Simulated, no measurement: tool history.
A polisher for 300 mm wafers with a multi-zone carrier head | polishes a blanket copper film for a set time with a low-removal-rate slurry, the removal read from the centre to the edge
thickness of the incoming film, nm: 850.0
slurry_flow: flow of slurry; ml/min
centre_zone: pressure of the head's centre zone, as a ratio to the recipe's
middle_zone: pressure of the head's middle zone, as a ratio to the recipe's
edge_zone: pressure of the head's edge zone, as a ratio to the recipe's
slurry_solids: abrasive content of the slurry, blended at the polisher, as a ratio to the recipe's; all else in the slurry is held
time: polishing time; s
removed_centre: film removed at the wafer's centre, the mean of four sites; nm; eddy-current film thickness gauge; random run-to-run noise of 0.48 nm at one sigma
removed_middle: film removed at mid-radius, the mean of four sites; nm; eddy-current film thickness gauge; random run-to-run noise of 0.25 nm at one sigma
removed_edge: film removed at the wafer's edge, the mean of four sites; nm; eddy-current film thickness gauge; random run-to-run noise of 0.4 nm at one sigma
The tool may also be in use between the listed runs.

run  hour  slurry_flow  centre_zone  middle_zone  edge_zone  slurry_solids  time  removed_centre  removed_middle  removed_edge
  1     0          270            1            1          1              1    31          48.526          51.234        49.019
  2   2.1          270            1            1       1.03              1    31          50.604          51.206        50.724
  3   7.7          270            1            1       0.96              1    31          49.554          51.737        48.935
  4   9.9          265         1.01         0.97       0.95            0.9    29          46.388          46.503        43.997
  5  15.4          260            1         0.94       0.96           0.85    27          42.136          40.645        41.414
  6  20.4          260            1         0.92       0.94            0.8    26          40.006          38.387        39.139
  7  27.2          255            1          0.9       0.92           0.75    25          37.188          35.162         37.17
  8  29.3          255         1.01         0.89        0.9            0.7    24           35.06          32.967        32.922
  9    35          250         1.01         0.87        0.9           0.65    24          34.884          31.272        33.064
 10  41.5          245         1.01         0.86       0.89           0.65    24          33.329          31.195        33.056

Expected results for the next run?
 11  46.8          240         1.02         0.85       0.88           0.65    24               ?               ?             ?

removed_centre: 34.057 nm
removed_middle: 30.905 nm
removed_edge: 32.678 nm

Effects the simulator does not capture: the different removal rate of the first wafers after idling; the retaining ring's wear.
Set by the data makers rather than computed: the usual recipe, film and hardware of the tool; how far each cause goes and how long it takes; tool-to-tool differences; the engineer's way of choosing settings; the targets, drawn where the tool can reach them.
